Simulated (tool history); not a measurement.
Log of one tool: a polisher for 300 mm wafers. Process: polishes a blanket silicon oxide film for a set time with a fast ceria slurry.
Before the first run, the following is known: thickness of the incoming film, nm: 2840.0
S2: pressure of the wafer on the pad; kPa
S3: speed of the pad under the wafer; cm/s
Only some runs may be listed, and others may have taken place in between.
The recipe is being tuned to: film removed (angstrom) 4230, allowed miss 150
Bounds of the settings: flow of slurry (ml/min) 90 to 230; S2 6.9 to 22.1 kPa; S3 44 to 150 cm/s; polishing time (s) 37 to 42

Run 1, hour 0: flow of slurry (ml/min) 150, S2 14.5 kPa, S3 96 cm/s, polishing time (s) 42. Result: film removed (angstrom) 5245.9.
Run 2, hour 3.7: flow of slurry (ml/min) 145, S2 13.8 kPa, S3 96 cm/s, polishing time (s) 42. Result: film removed (angstrom) 4860.
Run 3, hour 11.4: flow of slurry (ml/min) 145, S2 13.8 kPa, S3 114 cm/s, polishing time (s) 42. Result: film removed (angstrom) 5588.9.
Run 4, hour 13.5: flow of slurry (ml/min) 140, S2 13.1 kPa, S3 114 cm/s, polishing time (s) 42. Result: film removed (angstrom) 5375.1.
Run 5, hour 14.9: flow of slurry (ml/min) 135, S2 12.4 kPa, S3 114 cm/s, polishing time (s) 42. Result: film removed (angstrom) 5017.
Run 6, hour 21.4: flow of slurry (ml/min) 130, S2 11.7 kPa, S3 114 cm/s, polishing time (s) 42. Result: film removed (angstrom) 4829.2.
Run 7, hour 29: flow of slurry (ml/min) 130, S2 11 kPa, S3 114 cm/s, polishing time (s) 42. Result: film removed (angstrom) 4453.6.
Run 8, hour 37.2: flow of slurry (ml/min) 125, S2 11 kPa, S3 114 cm/s, polishing time (s) 42. Result: film removed (angstrom) 4557.6.

Pick the move, out of 4, that brings all results within their allowed miss; only one does.
Run A, hour 45.4: flow of slurry (ml/min) 130, S2 11 kPa, S3 102 cm/s, polishing time (s) 41. Result: film removed (angstrom) ?.
Run B, hour 45.4: flow of slurry (ml/min) 100, S2 11 kPa, S3 118 cm/s, polishing time (s) 40. Result: film removed (angstrom) ?.
Run C, hour 45.4: flow of slurry (ml/min) 110, S2 11.7 kPa, S3 102 cm/s, polishing time (s) 39. Result: film removed (angstrom) ?.
Run D, hour 45.4: flow of slurry (ml/min) 155, S2 11 kPa, S3 104 cm/s, polishing time (s) 38. Result: film removed (angstrom) ?.

move  film removed (angstrom)
   A                   4007.9
   B                   4205.4
   C                   3906.8
   D                   3892.9
A: moves the result that the last run missed by most past its target, out the other side
B: hits every target within its allowed miss
C: moves the result that the last run missed by most past its target, out the other side
D: moves the result that the last run missed by most past its target, out the other side
B meets every target.

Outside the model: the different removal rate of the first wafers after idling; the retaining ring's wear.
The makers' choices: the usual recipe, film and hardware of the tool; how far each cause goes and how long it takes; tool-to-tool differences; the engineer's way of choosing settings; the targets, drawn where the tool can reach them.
